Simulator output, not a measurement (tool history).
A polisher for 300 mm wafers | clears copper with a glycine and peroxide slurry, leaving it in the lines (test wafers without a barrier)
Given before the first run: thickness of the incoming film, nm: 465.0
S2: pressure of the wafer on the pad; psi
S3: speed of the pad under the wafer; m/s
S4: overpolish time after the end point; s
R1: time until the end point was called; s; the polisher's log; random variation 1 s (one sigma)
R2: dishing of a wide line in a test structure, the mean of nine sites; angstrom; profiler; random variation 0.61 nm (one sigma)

{"run": 1, "hour": 0.0, "flow of slurry (ml/min)": 130, "S2": 2.2, "S3": 1.1, "S4": 24, "R1": 96.469, "R2": 537.23}
{"run": 2, "hour": 6.9, "flow of slurry (ml/min)": 120, "S2": 2.1, "S3": 1.14, "S4": 21, "R1": 100.13, "R2": 465.19}
{"run": 3, "hour": 11.6, "flow of slurry (ml/min)": 115, "S2": 2.1, "S3": 1.16, "S4": 19, "R1": 98.626, "R2": 450.14}
{"run": 4, "hour": 13.2, "flow of slurry (ml/min)": 115, "S2": 2.6, "S3": 1.16, "S4": 19, "R1": 82.911, "R2": 504.41}
{"run": 5, "hour": 20.5, "flow of slurry (ml/min)": 110, "S2": 2.5, "S3": 1.18, "S4": 17, "R1": 86.535, "R2": 472.59}
{"hour": 22.7, "done": "head pressure recalibrated"}
{"run": 6, "hour": 22.7, "flow of slurry (ml/min)": 110, "S2": 2.5, "S3": 1.08, "S4": 17, "R1": 85.486, "R2": 465.79}
{"run": 7, "hour": 29.3, "flow of slurry (ml/min)": 105, "S2": 2.4, "S3": 1.04, "S4": 15, "R1": 90.418, "R2": 418.96}
{"run": 8, "hour": 34.9, "flow of slurry (ml/min)": 100, "S2": 2.3, "S3": 1.02, "S4": 14, "R1": 96.596, "R2": 374.48}

Run 9 is up next; what results do you expect?
{"run": 9, "hour": 35.9, "flow of slurry (ml/min)": 100, "S2": 2.3, "S3": 1.02, "S4": 13, "R1": "?", "R2": "?"}

{"run 9": {"R1": 97.783, "R2": 361.23}}

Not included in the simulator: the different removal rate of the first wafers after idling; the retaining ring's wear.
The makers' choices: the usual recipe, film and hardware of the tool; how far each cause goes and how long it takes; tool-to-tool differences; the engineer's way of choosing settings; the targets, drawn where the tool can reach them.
